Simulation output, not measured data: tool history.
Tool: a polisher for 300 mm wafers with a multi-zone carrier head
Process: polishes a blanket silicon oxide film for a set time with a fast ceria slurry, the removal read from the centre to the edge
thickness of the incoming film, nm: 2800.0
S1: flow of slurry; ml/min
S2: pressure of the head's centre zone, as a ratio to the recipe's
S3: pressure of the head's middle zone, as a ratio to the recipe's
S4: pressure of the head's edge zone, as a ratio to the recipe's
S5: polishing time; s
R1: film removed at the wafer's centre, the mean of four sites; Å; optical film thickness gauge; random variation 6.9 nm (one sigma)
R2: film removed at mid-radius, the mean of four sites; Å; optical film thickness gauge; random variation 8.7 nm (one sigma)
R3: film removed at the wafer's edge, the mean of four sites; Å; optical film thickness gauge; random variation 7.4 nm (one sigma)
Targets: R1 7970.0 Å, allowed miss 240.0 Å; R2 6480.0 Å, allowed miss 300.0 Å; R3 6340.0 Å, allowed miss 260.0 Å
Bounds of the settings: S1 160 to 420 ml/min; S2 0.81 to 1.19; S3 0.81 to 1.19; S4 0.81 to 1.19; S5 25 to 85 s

run 1 hour=0.0 | S1=270 S2=1.00 S3=1.00 S4=1.00 S5=55 | R1=6055.0 R2=6157.1 R3=5879.5
run 2 hour=7.5 | S1=270 S2=1.00 S3=0.97 S4=1.00 S5=55 | R1=6157.5 R2=5864.3 R3=5794.1
run 3 hour=14.5 | S1=270 S2=1.00 S3=0.97 S4=1.03 S5=55 | R1=6077.1 R2=5813.4 R3=5801.7
run 4 hour=21.7 | S1=270 S2=1.00 S3=0.97 S4=1.07 S5=55 | R1=6059.4 R2=5976.2 R3=6146.0
run 5 hour=28.5 | S1=285 S2=1.06 S3=0.98 S4=1.06 S5=56 | R1=6683.8 R2=5931.4 R3=6163.9
run 6 hour=34.0 | S1=285 S2=1.06 S3=1.01 S4=1.06 S5=56 | R1=6558.6 R2=6240.6 R3=6198.3
run 7 hour=41.7 | S1=295 S2=1.10 S3=1.02 S4=1.05 S5=57 | R1=6908.8 R2=6495.6 R3=6222.7
run 8 hour=42.4 | S1=305 S2=1.13 S3=1.01 S4=1.05 S5=58 | R1=7232.8 R2=6452.7 R3=6418.9
run 9 hour=44.5 | S1=310 S2=1.15 S3=1.00 S4=1.02 S5=59 | R1=7637.4 R2=6590.6 R3=6556.4
run 10 hour=49.1 | S1=310 S2=1.16 S3=0.99 S4=1.00 S5=59 | R1=7673.8 R2=6536.4 R3=6375.2
run 11 hour=54.7 | S1=310 S2=1.17 S3=0.99 S4=0.99 S5=59 | R1=7792.5 R2=6289.6 R3=6275.5
run 12 hour=57.4 | S1=315 S2=1.17 S3=0.99 S4=0.99 S5=59 | R1=7708.5 R2=6275.6 R3=6164.2

4 next moves are on the table. One of them brings every result within its allowed miss. Which?
run A hour=60.1 | S1=360 S2=1.19 S3=1.01 S4=0.89 S5=58 | R1=? R2=? R3=?
run B hour=60.1 | S1=295 S2=1.14 S3=0.99 S4=1.02 S5=57 | R1=? R2=? R3=?
run C hour=60.1 | S1=285 S2=1.19 S3=1.00 S4=0.98 S5=60 | R1=? R2=? R3=?
run D hour=60.1 | S1=375 S2=1.16 S3=1.04 S4=0.95 S5=56 | R1=? R2=? R3=?

move=A R1=7769.4 R2=6540.3 R3=5983.5
move=B R1=7205.3 R2=6236.8 R3=6208.7
move=C R1=7899.1 R2=6603.7 R3=6397.8
move=D R1=7333.6 R2=6490.7 R3=5963.9
A: brings the result that was furthest off to its target, and leaves another outside
B: further off than the last run
C: meets every target
D: further off than the last run
Answer: C
